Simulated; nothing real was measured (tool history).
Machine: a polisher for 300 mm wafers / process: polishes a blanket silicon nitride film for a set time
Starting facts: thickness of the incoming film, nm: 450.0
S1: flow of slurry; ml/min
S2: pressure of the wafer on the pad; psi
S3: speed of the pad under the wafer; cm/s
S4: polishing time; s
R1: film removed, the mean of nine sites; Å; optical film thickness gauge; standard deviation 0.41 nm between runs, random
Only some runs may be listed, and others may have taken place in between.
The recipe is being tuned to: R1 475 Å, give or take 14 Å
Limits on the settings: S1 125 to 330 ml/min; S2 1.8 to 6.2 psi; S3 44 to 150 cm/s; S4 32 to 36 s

run  hour   S1   S2   S3  S4      R1
  1     0  210    4   96  36  520.15
  2   7.7  200  3.8   96  36  500.84
  3     9  250  3.8   96  36  511.76
  4  15.4  250  3.8  114  36  581.96
  5  20.6  210  3.8  114  36  569.51
     21.6  -- worn pad replaced by a new one
  6  21.6  210  3.8  126  36  672.71
  7  30.4  210  3.6  126  36  635.95
  8  32.5  210  3.4  126  36  609.95
  9  35.7  210  3.2  126  36  576.79
 10  43.1  210  3.1  126  36  569.55
 11  50.2  195  2.3  126  36  432.66

4 next moves are on the table. One of them brings every result within its allowed miss. Which?
  A  57.3  175  2.4  128  32   ?
  B  57.3  180  2.8  114  32   ?
  C  57.3  265  2.1  142  35   ?
  D  57.3  210  2.4  134  36   ?

move      R1
   A  396.71
   B  416.41
   C  444.15
   D  474.91
A: further off than the last run
B: further off than the last run
C: nearer the targets than the last run, but a result is still out of spec
D: each result inside its tolerance
So the answer is move D, the one that meets all the targets.
